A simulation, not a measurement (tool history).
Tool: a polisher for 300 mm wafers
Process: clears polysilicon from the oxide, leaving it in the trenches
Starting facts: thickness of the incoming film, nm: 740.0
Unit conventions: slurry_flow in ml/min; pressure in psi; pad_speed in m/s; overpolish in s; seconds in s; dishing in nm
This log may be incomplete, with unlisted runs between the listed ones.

run 1 day=0 | slurry_flow=165 pressure=3.4 pad_speed=1.1 overpolish=17 | seconds=39.351 dishing=44.878
run 2 day=0.088 | slurry_flow=165 pressure=3.4 pad_speed=1.1 overpolish=12 | seconds=38.107 dishing=43.646
run 3 day=0.288 | slurry_flow=205 pressure=3.4 pad_speed=1.1 overpolish=12 | seconds=37.145 dishing=45.759
run 4 day=0.596 | slurry_flow=205 pressure=3.4 pad_speed=1.1 overpolish=8 | seconds=37.727 dishing=44.038
run 5 day=0.792 | slurry_flow=235 pressure=3.4 pad_speed=1.1 overpolish=8 | seconds=37.331 dishing=43.311
run 6 day=1.062 | slurry_flow=235 pressure=3.4 pad_speed=1.1 overpolish=5 | seconds=37.148 dishing=39.202
run 7 day=1.092 | slurry_flow=235 pressure=3.7 pad_speed=1.12 overpolish=6 | seconds=34.127 dishing=41.016
run 8 day=1.442 | slurry_flow=235 pressure=3.9 pad_speed=1.14 overpolish=8 | seconds=33.363 dishing=45.401
run 9 day=1.788 | slurry_flow=235 pressure=3.9 pad_speed=1.22 overpolish=7 | seconds=31.038 dishing=43.025
run 10 day=2.104 | slurry_flow=235 pressure=4.1 pad_speed=1.24 overpolish=7 | seconds=28.594 dishing=42.778
run 11 day=2.292 | slurry_flow=235 pressure=4.2 pad_speed=1.24 overpolish=7 | seconds=28.881 dishing=42.604

Estimate the outcome of run 12 from the log above:
run 12 day=2.429 | slurry_flow=235 pressure=4.4 pad_speed=1.26 overpolish=8 | seconds=? dishing=?

seconds: 27.386 s
dishing: 45.524 nm
